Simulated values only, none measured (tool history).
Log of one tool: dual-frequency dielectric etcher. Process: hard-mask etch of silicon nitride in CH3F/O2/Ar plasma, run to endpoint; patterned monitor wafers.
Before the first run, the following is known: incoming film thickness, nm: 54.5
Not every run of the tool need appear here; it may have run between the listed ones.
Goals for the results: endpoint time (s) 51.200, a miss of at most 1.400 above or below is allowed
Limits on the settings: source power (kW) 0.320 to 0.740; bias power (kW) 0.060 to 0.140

run 1 hour=0.0 | source_power_(kW)=0.530 bias_power_(kW)=0.100 | endpoint_time_(s)=62.427
run 2 hour=2.1 | source_power_(kW)=0.530 bias_power_(kW)=0.086 | endpoint_time_(s)=66.647
run 3 hour=5.6 | source_power_(kW)=0.560 bias_power_(kW)=0.090 | endpoint_time_(s)=64.088
run 4 hour=10.2 | source_power_(kW)=0.490 bias_power_(kW)=0.090 | endpoint_time_(s)=69.156
run 5 hour=11.3 | source_power_(kW)=0.520 bias_power_(kW)=0.091 | endpoint_time_(s)=66.259
run 6 hour=12.3 | source_power_(kW)=0.520 bias_power_(kW)=0.102 | endpoint_time_(s)=63.579
run 7 hour=19.3 | source_power_(kW)=0.520 bias_power_(kW)=0.102 | endpoint_time_(s)=63.281
-- hour=21.6 bias power generator calibrated
run 8 hour=21.6 | source_power_(kW)=0.550 bias_power_(kW)=0.103 | endpoint_time_(s)=60.845
run 9 hour=25.1 | source_power_(kW)=0.570 bias_power_(kW)=0.104 | endpoint_time_(s)=59.740
run 10 hour=29.7 | source_power_(kW)=0.590 bias_power_(kW)=0.105 | endpoint_time_(s)=58.099

5 next moves are on the table. One of them brings every result within its allowed miss. Which?
run A hour=34.3 | source_power_(kW)=0.570 bias_power_(kW)=0.128 | endpoint_time_(s)=?
run B hour=34.3 | source_power_(kW)=0.650 bias_power_(kW)=0.125 | endpoint_time_(s)=?
run C hour=34.3 | source_power_(kW)=0.490 bias_power_(kW)=0.086 | endpoint_time_(s)=?
run D hour=34.3 | source_power_(kW)=0.740 bias_power_(kW)=0.128 | endpoint_time_(s)=?
run E hour=34.3 | source_power_(kW)=0.740 bias_power_(kW)=0.124 | endpoint_time_(s)=?

move=A endpoint_time_(s)=54.903
move=B endpoint_time_(s)=51.600
move=C endpoint_time_(s)=71.189
move=D endpoint_time_(s)=47.757
move=E endpoint_time_(s)=48.393
A: closer than the last run, but not yet in spec
B: every result within its allowed miss
C: its largest miss is bigger than the last run's
D: the result that was furthest off in the last run now lies on the other side of its target
E: the result that was furthest off in the last run now lies on the other side of its target
B is the move that brings every result within its allowed miss.
